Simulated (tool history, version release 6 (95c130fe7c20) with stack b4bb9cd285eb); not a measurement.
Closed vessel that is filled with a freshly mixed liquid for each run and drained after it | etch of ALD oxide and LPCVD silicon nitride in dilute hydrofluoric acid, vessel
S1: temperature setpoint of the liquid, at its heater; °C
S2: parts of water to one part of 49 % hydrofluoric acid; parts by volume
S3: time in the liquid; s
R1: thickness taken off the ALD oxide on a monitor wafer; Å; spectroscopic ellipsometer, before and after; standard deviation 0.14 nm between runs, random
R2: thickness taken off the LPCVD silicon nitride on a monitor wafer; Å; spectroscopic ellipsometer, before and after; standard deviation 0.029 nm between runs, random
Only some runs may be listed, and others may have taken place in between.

| run | hour | S1 | S2 | S3 | R1 | R2 |
|---|---|---|---|---|---|---|
| 1 | 0.0 | 21.0 | 125 | 60 | 124.64 | 1.5375 |
| 2 | 1.3 | 21.0 | 125 | 50 | 104.09 | 1.5862 |
| 3 | 6.1 | 24.0 | 125 | 50 | 119.08 | 1.9687 |
| 4 | 13.4 | 25.5 | 125 | 50 | 125.69 | 1.9722 |
| 5 | 21.3 | 26.0 | 120 | 50 | 133.25 | 2.0641 |
| 6 | 27.1 | 26.5 | 115 | 50 | 142.75 | 1.9271 |

Run 7, settings as shown, results not yet in. Your forecast:
| 7 | 32.6 | 29.0 | 95 | 50 | ? | ? |

{"run 7": {"R1": 196.93, "R2": 3.5359}}
